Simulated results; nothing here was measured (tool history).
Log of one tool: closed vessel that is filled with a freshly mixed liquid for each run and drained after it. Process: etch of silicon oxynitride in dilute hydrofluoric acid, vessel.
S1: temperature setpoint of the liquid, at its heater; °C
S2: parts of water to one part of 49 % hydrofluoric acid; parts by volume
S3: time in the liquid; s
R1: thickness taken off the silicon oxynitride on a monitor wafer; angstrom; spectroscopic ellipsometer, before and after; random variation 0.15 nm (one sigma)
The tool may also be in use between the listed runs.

| run | hour | S1 | S2 | S3 | R1 |
|---|---|---|---|---|---|
| 1 | 0.0 | 22.0 | 180 | 2035 | 368.81 |
| 2 | 5.2 | 22.0 | 180 | 2170 | 395.61 |
| 3 | 8.3 | 22.0 | 140 | 2170 | 522.30 |
| 4 | 12.7 | 21.5 | 150 | 2170 | 470.76 |
| 5 | 20.4 | 21.5 | 150 | 2170 | 478.48 |
| 6 | 28.6 | 21.5 | 150 | 2035 | 440.32 |
| 7 | 33.2 | 21.0 | 155 | 2035 | 418.90 |
| 8 | 36.3 | 20.5 | 160 | 2035 | 392.94 |

The next listed run, before its measurement:
| 9 | 39.2 | 20.0 | 165 | 2035 | ? |

Run 9 gave R1 370.42 angstrom.
